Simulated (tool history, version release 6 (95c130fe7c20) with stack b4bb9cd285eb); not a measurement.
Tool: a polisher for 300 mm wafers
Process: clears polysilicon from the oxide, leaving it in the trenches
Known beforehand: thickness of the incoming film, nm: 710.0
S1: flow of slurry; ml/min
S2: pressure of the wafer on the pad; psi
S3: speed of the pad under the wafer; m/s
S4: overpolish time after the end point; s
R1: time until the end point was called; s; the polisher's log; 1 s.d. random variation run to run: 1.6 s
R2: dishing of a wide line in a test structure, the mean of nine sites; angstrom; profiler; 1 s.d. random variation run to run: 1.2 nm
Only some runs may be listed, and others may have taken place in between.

run	hour	S1	S2	S3	S4	R1	R2
1	0.0	250	2.4	1.14	17	52.633	711.56
2	5.7	245	2.0	1.02	16	69.737	654.75
3	7.3	245	2.0	0.76	16	93.522	590.50
4	8.3	245	2.3	0.76	16	82.060	646.64
5	10.3	245	2.3	0.98	16	64.143	690.72
6	11.0	220	2.0	0.92	20	77.913	692.18
7	20.1	220	1.7	0.88	20	96.965	624.60

Run 8, settings as shown, results not yet in. Your forecast:
8	21.5	215	1.6	0.88	21	?	?

For run 8 the tool returned R1 103.310 s, R2 652.32 angstrom.
